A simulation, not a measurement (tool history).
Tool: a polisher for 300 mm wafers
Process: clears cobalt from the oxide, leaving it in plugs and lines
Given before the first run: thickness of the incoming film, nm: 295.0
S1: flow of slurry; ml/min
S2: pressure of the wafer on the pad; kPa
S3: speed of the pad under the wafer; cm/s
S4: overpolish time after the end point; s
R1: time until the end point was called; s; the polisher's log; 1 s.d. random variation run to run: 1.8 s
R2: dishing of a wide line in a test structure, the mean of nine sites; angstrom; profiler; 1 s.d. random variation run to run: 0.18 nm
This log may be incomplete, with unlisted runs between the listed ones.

run  hour   S1    S2  S3  S4       R1      R2
  1   0.0  280   9.0  90  29   81.229  263.70
  2   5.6  235   9.0  90  29   83.080  266.28
  3   8.2  235  10.3  90  29   73.137  268.19
  4   9.0  235  10.3  72  29   91.277  262.86
  5  14.9  305  10.3  72  29   86.511  270.29
  6  16.0  275   9.0  78  25   94.517  257.86
  7  23.4  250   7.6  82  22  105.730  245.95
  8  28.9  235   6.9  86  19  110.480  228.92

Run 9 comes next. What will it give?
  9  36.0  220  6.2  90  17   ?   ?

Run 9 came out at R1 120.620 s, R2 212.01 angstrom.
